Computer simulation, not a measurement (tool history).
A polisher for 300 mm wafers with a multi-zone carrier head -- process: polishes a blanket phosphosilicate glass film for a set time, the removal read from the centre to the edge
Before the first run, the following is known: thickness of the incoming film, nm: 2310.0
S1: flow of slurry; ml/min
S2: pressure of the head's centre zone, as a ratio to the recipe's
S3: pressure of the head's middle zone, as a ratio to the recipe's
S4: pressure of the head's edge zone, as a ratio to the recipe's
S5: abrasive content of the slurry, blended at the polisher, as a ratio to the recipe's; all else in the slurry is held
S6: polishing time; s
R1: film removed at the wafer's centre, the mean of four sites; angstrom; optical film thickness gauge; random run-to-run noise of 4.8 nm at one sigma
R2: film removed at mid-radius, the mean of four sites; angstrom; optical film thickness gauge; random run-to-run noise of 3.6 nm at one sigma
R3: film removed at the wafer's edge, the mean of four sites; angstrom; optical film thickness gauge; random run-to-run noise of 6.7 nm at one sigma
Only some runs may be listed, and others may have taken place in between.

run 1 hour=0 | S1=305 S2=1 S3=1 S4=1 S5=1 S6=75 | R1=6736.8 R2=6589.8 R3=6939.2
run 2 hour=2.1 | S1=305 S2=1 S3=1 S4=1 S5=0.9 S6=75 | R1=6473.8 R2=6411.3 R3=6619.4
run 3 hour=8.8 | S1=305 S2=1 S3=0.95 S4=1 S5=0.9 S6=75 | R1=6477.4 R2=6170.6 R3=6619
run 4 hour=9.5 | S1=300 S2=1.02 S3=0.92 S4=0.98 S5=0.9 S6=75 | R1=6486.7 R2=6056.6 R3=6551.4
run 5 hour=14 | S1=300 S2=1.02 S3=0.92 S4=0.98 S5=1.05 S6=75 | R1=6972.4 R2=6361.5 R3=6807.3
run 6 hour=20.8 | S1=300 S2=1.02 S3=0.92 S4=0.98 S5=0.85 S6=75 | R1=6375.4 R2=5876.9 R3=6359.6
run 7 hour=23 | S1=295 S2=1.04 S3=0.9 S4=0.97 S5=0.85 S6=75 | R1=6432.6 R2=5807.9 R3=6366.6

What does the tool deliver on the next run?
run 8 hour=30.3 | S1=290 S2=1.06 S3=0.88 S4=0.96 S5=0.85 S6=75 | R1=? R2=? R3=?

Run 8 produced R1 6513.6 angstrom, R2 5768.9 angstrom, R3 6319.3 angstrom.

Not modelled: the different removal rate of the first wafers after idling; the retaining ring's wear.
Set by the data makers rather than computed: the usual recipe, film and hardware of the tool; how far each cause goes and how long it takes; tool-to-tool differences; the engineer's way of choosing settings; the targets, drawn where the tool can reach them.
